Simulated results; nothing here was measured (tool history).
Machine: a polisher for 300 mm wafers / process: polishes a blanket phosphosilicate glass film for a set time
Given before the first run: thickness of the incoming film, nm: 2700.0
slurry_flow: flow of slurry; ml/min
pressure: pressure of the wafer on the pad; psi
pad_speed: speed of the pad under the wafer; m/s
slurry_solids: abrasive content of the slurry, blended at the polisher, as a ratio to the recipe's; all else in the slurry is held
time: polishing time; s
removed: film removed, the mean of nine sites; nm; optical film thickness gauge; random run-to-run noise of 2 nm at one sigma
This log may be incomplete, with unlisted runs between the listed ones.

{"run": 1, "hour": 0.0, "slurry_flow": 185, "pressure": 3.8, "pad_speed": 0.92, "slurry_solids": 1.0, "time": 52, "removed": 528.57}
{"run": 2, "hour": 4.3, "slurry_flow": 180, "pressure": 3.3, "pad_speed": 0.9, "slurry_solids": 1.0, "time": 52, "removed": 444.08}
{"run": 3, "hour": 9.4, "slurry_flow": 180, "pressure": 3.3, "pad_speed": 0.68, "slurry_solids": 1.0, "time": 52, "removed": 362.57}
{"run": 4, "hour": 11.4, "slurry_flow": 225, "pressure": 3.3, "pad_speed": 0.68, "slurry_solids": 1.0, "time": 52, "removed": 377.81}
{"run": 5, "hour": 15.5, "slurry_flow": 225, "pressure": 3.3, "pad_speed": 0.68, "slurry_solids": 1.0, "time": 52, "removed": 378.51}
{"run": 6, "hour": 22.2, "slurry_flow": 225, "pressure": 2.6, "pad_speed": 0.68, "slurry_solids": 1.0, "time": 52, "removed": 291.93}
{"run": 7, "hour": 23.6, "slurry_flow": 220, "pressure": 2.6, "pad_speed": 0.68, "slurry_solids": 1.0, "time": 52, "removed": 296.6}
{"run": 8, "hour": 26.6, "slurry_flow": 215, "pressure": 2.6, "pad_speed": 0.68, "slurry_solids": 1.0, "time": 52, "removed": 295.82}

The next listed run, before its measurement:
{"run": 9, "hour": 30.8, "slurry_flow": 210, "pressure": 2.6, "pad_speed": 0.68, "slurry_solids": 1.0, "time": 52, "removed": "?"}

removed: 295.69 nm
